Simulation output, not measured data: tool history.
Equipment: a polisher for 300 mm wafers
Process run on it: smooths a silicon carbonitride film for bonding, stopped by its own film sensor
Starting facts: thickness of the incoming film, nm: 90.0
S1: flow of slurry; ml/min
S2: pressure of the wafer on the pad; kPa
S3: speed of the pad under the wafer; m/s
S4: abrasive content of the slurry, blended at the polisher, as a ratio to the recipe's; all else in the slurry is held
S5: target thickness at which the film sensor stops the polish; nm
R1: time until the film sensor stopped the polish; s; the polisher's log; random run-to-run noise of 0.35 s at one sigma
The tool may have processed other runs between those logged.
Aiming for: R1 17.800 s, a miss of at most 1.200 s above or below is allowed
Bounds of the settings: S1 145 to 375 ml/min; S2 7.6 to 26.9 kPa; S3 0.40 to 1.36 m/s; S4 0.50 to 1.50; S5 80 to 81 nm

Run 1, hour 0.0: S1 240 ml/min, S2 17.2 kPa, S3 0.88 m/s, S4 1.00, S5 80 nm. Result: R1 35.658 s.
Run 2, hour 2.8: S1 240 ml/min, S2 17.2 kPa, S3 0.88 m/s, S4 1.10, S5 80 nm. Result: R1 34.885 s.
Run 3, hour 5.7: S1 240 ml/min, S2 20.7 kPa, S3 0.88 m/s, S4 1.10, S5 80 nm. Result: R1 29.573 s.
Run 4, hour 9.8: S1 240 ml/min, S2 22.1 kPa, S3 0.94 m/s, S4 1.10, S5 80 nm. Result: R1 25.614 s.
Run 5, hour 17.1: S1 200 ml/min, S2 22.1 kPa, S3 0.94 m/s, S4 1.10, S5 80 nm. Result: R1 27.069 s.
Run 6, hour 20.9: S1 165 ml/min, S2 22.1 kPa, S3 0.94 m/s, S4 1.10, S5 80 nm. Result: R1 26.160 s.
Run 7, hour 26.5: S1 165 ml/min, S2 22.8 kPa, S3 0.98 m/s, S4 1.10, S5 80 nm. Result: R1 25.128 s.
Run 8, hour 30.7: S1 165 ml/min, S2 23.4 kPa, S3 1.02 m/s, S4 1.10, S5 80 nm. Result: R1 24.139 s.
Run 9, hour 36.5: S1 165 ml/min, S2 24.1 kPa, S3 1.06 m/s, S4 1.15, S5 80 nm. Result: R1 22.556 s.
Run 10, hour 41.4: S1 165 ml/min, S2 24.8 kPa, S3 1.08 m/s, S4 1.15, S5 80 nm. Result: R1 20.972 s.
Run 11, hour 42.0: S1 165 ml/min, S2 25.5 kPa, S3 1.10 m/s, S4 1.15, S5 80 nm. Result: R1 19.620 s.
Run 12, hour 44.1: S1 165 ml/min, S2 26.2 kPa, S3 1.12 m/s, S4 1.15, S5 80 nm. Result: R1 20.122 s.
At hour 49.2: head pressure recalibrated.
Run 13, hour 49.2: S1 165 ml/min, S2 26.9 kPa, S3 1.24 m/s, S4 1.20, S5 80 nm. Result: R1 16.559 s.

5 next moves are on the table. One of them brings every result within its allowed miss. Which?
Run A, hour 54.3: S1 220 ml/min, S2 21.4 kPa, S3 1.20 m/s, S4 1.05, S5 80 nm. Result: R1 ?.
Run B, hour 54.3: S1 145 ml/min, S2 26.9 kPa, S3 0.90 m/s, S4 1.50, S5 81 nm. Result: R1 ?.
Run C, hour 54.3: S1 245 ml/min, S2 26.9 kPa, S3 1.24 m/s, S4 1.25, S5 81 nm. Result: R1 ?.
Run D, hour 54.3: S1 145 ml/min, S2 22.8 kPa, S3 1.34 m/s, S4 0.90, S5 80 nm. Result: R1 ?.
Run E, hour 54.3: S1 150 ml/min, S2 26.9 kPa, S3 1.30 m/s, S4 1.10, S5 81 nm. Result: R1 ?.

move      R1
   A  20.917
   B  16.896
   C  13.519
   D  21.130
   E  14.697
A: carries the result that was furthest off beyond its target, to the other side
B: all results land within tolerance of their targets
C: the biggest miss grows against the last run
D: carries the result that was furthest off beyond its target, to the other side
E: the biggest miss grows against the last run
Correct choice: B, which meets every target

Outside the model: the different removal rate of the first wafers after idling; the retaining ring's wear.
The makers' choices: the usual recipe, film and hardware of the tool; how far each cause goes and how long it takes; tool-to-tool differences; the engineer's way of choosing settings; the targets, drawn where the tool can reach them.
